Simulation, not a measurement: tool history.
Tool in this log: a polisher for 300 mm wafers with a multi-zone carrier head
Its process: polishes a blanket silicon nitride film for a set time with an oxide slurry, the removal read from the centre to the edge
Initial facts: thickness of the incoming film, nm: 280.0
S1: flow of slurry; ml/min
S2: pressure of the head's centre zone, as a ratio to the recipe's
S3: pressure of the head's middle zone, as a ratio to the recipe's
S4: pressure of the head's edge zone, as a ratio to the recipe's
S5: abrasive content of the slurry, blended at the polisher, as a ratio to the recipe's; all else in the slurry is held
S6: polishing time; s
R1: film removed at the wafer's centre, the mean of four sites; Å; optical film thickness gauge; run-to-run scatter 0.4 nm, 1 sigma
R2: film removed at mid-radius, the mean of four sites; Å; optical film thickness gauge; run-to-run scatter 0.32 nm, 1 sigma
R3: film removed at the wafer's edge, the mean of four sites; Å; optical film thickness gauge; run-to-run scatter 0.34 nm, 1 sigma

run 1 hour=0 | S1=135 S2=1 S3=1 S4=1 S5=1 S6=82 | R1=493.55 R2=502.21 R3=497.16
run 2 hour=3 | S1=125 S2=0.95 S3=0.96 S4=0.99 S5=0.9 S6=82 | R1=431.78 R2=454.29 R3=452.38
run 3 hour=4.2 | S1=155 S2=0.95 S3=0.96 S4=0.99 S5=0.9 S6=82 | R1=451.67 R2=475.32 R3=473.67
run 4 hour=7.4 | S1=140 S2=0.91 S3=0.92 S4=1 S5=0.85 S6=82 | R1=409.17 R2=433.99 R3=454.37
run 5 hour=13 | S1=130 S2=0.88 S3=0.89 S4=0.99 S5=0.85 S6=82 | R1=390.05 R2=412.47 R3=443.8
run 6 hour=15.3 | S1=130 S2=0.88 S3=0.84 S4=0.99 S5=0.85 S6=82 | R1=392.45 R2=390.5 R3=447.12
run 7 hour=21.4 | S1=120 S2=0.86 S3=0.84 S4=0.98 S5=0.85 S6=82 | R1=365.78 R2=386.12 R3=438.53

For run 8, what comes out?
run 8 hour=24.7 | S1=110 S2=0.86 S3=0.84 S4=0.96 S5=0.85 S6=82 | R1=? R2=? R3=?

R1: 366.36 Å
R2: 381.58 Å
R3: 424.91 Å
